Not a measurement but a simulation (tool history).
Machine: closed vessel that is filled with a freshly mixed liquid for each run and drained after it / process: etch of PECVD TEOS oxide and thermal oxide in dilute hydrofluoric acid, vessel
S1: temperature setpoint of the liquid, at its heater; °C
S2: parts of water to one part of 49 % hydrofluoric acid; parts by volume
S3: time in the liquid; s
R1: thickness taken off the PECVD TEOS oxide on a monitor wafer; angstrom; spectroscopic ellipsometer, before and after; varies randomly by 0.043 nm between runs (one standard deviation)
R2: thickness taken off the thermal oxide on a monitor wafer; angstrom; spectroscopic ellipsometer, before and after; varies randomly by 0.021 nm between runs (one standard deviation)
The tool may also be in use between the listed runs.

run,hour,S1,S2,S3,R1,R2
1,0,25,240,225,81.536,39.525
2,5.9,25,240,290,104.63,50.956
3,7.7,25,240,200,73.232,35.575
4,9.3,26.5,240,200,75.855,37.485
5,16.5,25.5,255,200,67.988,33.433
6,25.3,24,265,200,62.065,29.882

Run 7, settings as shown, results not yet in. Your forecast:
7,28,23.5,275,200,?,?

{"run 7": {"R1": 58.66, "R2": 27.976}}
